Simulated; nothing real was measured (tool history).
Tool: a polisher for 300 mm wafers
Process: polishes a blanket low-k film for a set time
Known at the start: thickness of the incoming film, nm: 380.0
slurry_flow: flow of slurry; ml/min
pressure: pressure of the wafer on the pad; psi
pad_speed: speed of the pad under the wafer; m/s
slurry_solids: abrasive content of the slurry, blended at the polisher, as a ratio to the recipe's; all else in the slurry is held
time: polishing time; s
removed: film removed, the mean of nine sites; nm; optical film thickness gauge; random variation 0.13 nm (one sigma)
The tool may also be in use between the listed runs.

run  hour  slurry_flow  pressure  pad_speed  slurry_solids  time  removed
  1   0.0          280       2.5       0.92            1.0    33   15.881
  2   8.6          285       2.6       0.92            1.0    33   16.786
  3  11.3          285       2.6       0.92            1.0    29   14.759
  4  15.5          285       2.6       0.92            1.0    33   16.748
  5  22.3          285       2.6       0.92            1.0    33   16.734
  6  30.1          285       2.6       0.92            1.0    33   16.655
  7  32.3          290       2.7       0.92            1.0    33   17.260

The next listed run, before its measurement:
  8  32.9          290       2.8       0.92            1.0    33        ?

{"run 8": {"removed": 18.008}}
